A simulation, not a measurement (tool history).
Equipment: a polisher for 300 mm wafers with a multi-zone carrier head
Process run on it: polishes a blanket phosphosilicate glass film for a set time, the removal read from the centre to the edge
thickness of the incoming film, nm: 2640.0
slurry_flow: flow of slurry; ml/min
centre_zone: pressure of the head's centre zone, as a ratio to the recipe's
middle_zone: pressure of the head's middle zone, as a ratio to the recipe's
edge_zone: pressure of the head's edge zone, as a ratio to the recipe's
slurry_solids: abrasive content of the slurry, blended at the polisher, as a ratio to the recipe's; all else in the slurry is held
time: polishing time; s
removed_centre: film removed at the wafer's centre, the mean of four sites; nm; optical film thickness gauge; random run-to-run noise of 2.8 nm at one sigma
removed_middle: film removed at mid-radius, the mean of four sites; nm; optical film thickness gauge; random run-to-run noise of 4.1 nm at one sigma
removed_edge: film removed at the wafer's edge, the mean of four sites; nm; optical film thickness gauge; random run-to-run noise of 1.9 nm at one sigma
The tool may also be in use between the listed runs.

Run 1, hour 0: slurry_flow 315 ml/min, centre_zone 1, middle_zone 1, edge_zone 1, slurry_solids 1, time 33 s. Result: removed_centre 330.91 nm, removed_middle 320.92 nm, removed_edge 317.45 nm.
Run 2, hour 3.3: slurry_flow 315 ml/min, centre_zone 1.06, middle_zone 1, edge_zone 1, slurry_solids 1, time 33 s. Result: removed_centre 345.14 nm, removed_middle 326.67 nm, removed_edge 317.71 nm.
Run 3, hour 5.3: slurry_flow 300 ml/min, centre_zone 0.99, middle_zone 1.04, edge_zone 1.03, slurry_solids 0.9, time 33 s. Result: removed_centre 297.01 nm, removed_middle 312.3 nm, removed_edge 298.79 nm.
Run 4, hour 9.2: slurry_flow 285 ml/min, centre_zone 0.95, middle_zone 1.05, edge_zone 1.03, slurry_solids 0.85, time 33 s. Result: removed_centre 279.51 nm, removed_middle 293.85 nm, removed_edge 290 nm.
Run 5, hour 13.3: slurry_flow 250 ml/min, centre_zone 0.95, middle_zone 1.05, edge_zone 1.03, slurry_solids 0.85, time 33 s. Result: removed_centre 275.42 nm, removed_middle 298.96 nm, removed_edge 286.54 nm.
At hour 18.3: edge zone pressure recalibrated.
Run 6, hour 18.3: slurry_flow 250 ml/min, centre_zone 1.03, middle_zone 1.05, edge_zone 1.03, slurry_solids 0.85, time 33 s. Result: removed_centre 300.64 nm, removed_middle 303.83 nm, removed_edge 300.17 nm.
Run 7, hour 20.7: slurry_flow 240 ml/min, centre_zone 0.98, middle_zone 1.07, edge_zone 1.04, slurry_solids 0.85, time 33 s. Result: removed_centre 283.98 nm, removed_middle 301.31 nm, removed_edge 303.1 nm.

Predict the results of run 8:
Run 8, hour 23.6: slurry_flow 235 ml/min, centre_zone 0.88, middle_zone 1.15, edge_zone 0.94, slurry_solids 0.7, time 33 s. Result: removed_centre ?, removed_middle ?, removed_edge ?.

removed_centre: 217.42 nm
removed_middle: 269.06 nm
removed_edge: 243.58 nm

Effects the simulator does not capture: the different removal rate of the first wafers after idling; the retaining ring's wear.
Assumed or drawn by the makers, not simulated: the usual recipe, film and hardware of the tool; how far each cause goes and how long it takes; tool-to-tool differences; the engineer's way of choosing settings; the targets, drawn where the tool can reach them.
